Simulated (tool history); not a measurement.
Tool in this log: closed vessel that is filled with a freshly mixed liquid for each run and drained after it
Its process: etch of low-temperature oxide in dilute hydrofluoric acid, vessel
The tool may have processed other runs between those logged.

| run | hour | temperature setpoint of the liquid (K) | parts of water to one part of 49 % hydrofluoric acid (parts by volume) | time in the liquid (s) | thickness taken off the low-temperature oxide on a monitor wafer (nm) |
|---|---|---|---|---|---|
| 1 | 0 | 298.15 | 80 | 95 | 28.994 |
| 2 | 7.7 | 297.15 | 80 | 95 | 27.705 |
| 3 | 15.4 | 296.65 | 80 | 95 | 27.129 |
| 4 | 18.8 | 296.65 | 100 | 95 | 21.164 |
| 5 | 22.1 | 293.65 | 100 | 95 | 18.776 |
| 6 | 26.7 | 294.15 | 100 | 95 | 19.164 |
| 7 | 35.2 | 294.65 | 100 | 95 | 19.582 |
| 8 | 41.7 | 295.15 | 100 | 95 | 19.876 |
| 9 | 46.6 | 295.65 | 100 | 95 | 20.452 |

Forecast run 10:
| 10 | 54.4 | 296.15 | 100 | 95 | ? |

thickness taken off the low-temperature oxide on a monitor wafer (nm): 20.725

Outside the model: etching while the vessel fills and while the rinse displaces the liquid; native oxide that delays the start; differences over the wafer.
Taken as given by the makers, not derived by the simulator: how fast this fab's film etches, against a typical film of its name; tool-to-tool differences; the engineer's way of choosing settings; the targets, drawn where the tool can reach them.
